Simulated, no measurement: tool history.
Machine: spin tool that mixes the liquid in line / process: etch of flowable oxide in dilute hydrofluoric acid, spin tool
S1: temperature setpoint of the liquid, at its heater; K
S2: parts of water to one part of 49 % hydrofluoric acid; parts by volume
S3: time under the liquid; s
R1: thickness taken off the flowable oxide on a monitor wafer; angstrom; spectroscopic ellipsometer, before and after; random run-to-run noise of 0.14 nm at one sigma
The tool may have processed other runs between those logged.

{"run": 1, "hour": 0.0, "S1": 299.15, "S2": 295, "S3": 80, "R1": 100.73}
{"run": 2, "hour": 3.3, "S1": 299.15, "S2": 385, "S3": 80, "R1": 69.86}
{"run": 3, "hour": 5.8, "S1": 299.15, "S2": 385, "S3": 80, "R1": 69.719}
{"run": 4, "hour": 9.6, "S1": 301.15, "S2": 310, "S3": 80, "R1": 100.06}
{"run": 5, "hour": 15.6, "S1": 301.15, "S2": 365, "S3": 80, "R1": 80.64}
{"run": 6, "hour": 17.2, "S1": 301.15, "S2": 365, "S3": 55, "R1": 55.912}
{"run": 7, "hour": 22.0, "S1": 301.15, "S2": 270, "S3": 55, "R1": 82.48}
{"run": 8, "hour": 28.0, "S1": 303.15, "S2": 205, "S3": 65, "R1": 149.03}
{"run": 9, "hour": 34.3, "S1": 304.15, "S2": 180, "S3": 65, "R1": 180.3}
{"run": 10, "hour": 42.8, "S1": 305.15, "S2": 170, "S3": 65, "R1": 199.58}
{"run": 11, "hour": 44.4, "S1": 305.65, "S2": 165, "S3": 65, "R1": 211.76}
{"run": 12, "hour": 47.4, "S1": 306.15, "S2": 160, "S3": 65, "R1": 220.76}

What does the tool deliver on the next run?
{"run": 13, "hour": 50.8, "S1": 306.65, "S2": 155, "S3": 65, "R1": "?"}

Run 13 measured R1 235.74 angstrom.
